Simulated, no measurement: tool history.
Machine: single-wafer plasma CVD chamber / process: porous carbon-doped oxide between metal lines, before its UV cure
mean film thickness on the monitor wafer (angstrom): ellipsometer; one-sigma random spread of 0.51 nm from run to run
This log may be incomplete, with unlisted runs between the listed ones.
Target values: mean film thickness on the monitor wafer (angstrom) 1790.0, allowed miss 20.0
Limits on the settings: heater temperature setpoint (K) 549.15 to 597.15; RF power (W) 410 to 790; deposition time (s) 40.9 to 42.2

run,hour,heater temperature setpoint (K),RF power (W),deposition time (s),mean film thickness on the monitor wafer (angstrom)
1,0.0,573.15,600,40.9,2410.3
2,5.3,573.15,515,40.9,2069.3
3,11.7,573.15,560,40.9,2248.4
4,18.8,581.15,540,40.9,2085.8
5,25.1,590.15,540,40.9,1989.9
6,28.4,590.15,625,40.9,2306.8
7,35.8,592.15,580,40.9,2139.2
8,43.2,594.15,545,40.9,1972.7
9,44.1,595.15,530,40.9,1926.9
10,50.9,596.15,515,40.9,1855.8
11,58.2,596.15,510,40.9,1822.7

Which of these 4 next moves meets every target?
A,65.5,589.15,495,42.2,?
B,65.5,587.15,480,41.1,?
C,65.5,592.15,495,42.2,?
D,65.5,590.15,505,40.9,?

move,mean film thickness on the monitor wafer (angstrom)
A,1890.7
B,1787.5
C,1865.0
D,1869.8
A: the biggest miss grows against the last run
B: every result lands within tolerance
C: the biggest miss grows against the last run
D: the biggest miss grows against the last run
So the answer is move B, the one that meets all the targets.
